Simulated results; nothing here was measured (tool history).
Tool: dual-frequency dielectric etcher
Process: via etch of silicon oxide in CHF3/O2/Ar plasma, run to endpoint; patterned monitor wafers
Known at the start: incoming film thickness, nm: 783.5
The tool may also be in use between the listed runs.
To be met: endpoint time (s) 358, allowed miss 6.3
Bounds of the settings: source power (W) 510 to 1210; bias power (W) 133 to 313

run  hour  source power (W)  bias power (W)  endpoint time (s)
  1     0               860             223             328.52
  2   8.9               840             222              331.9
  3  17.4               820             221             341.01
  4  23.4               950             221             315.09
  5    29               930             220             319.49
  6  30.7              1080             220             297.32
  7  32.7              1040             219             301.51
  8  34.1              1010             218             305.82
  9  37.7               980             217             312.28
       41  -- bias power generator calibrated
 10    41               960             216             317.15
 11  48.9               940             215             317.43
 12  55.5               940             215             320.54
 13  56.2               920             214             326.67
 14  63.8               900             214             329.09
 15  70.6               890             214              333.7
 16  77.8               880             214             330.92

Which of these 5 next moves meets every target?
  A    85              1060             231                  ?
  B    85              1010             261                  ?
  C    85               910             165                  ?
  D    85               870             229                  ?
  E    85               770             190                  ?

move  endpoint time (s)
   A             296.11
   B              290.5
   C             358.69
   D             328.23
   E             374.12
A: further off than the last run
B: further off than the last run
C: meets every target
D: further off than the last run
E: takes the result that was furthest off past its target
The right move is C.
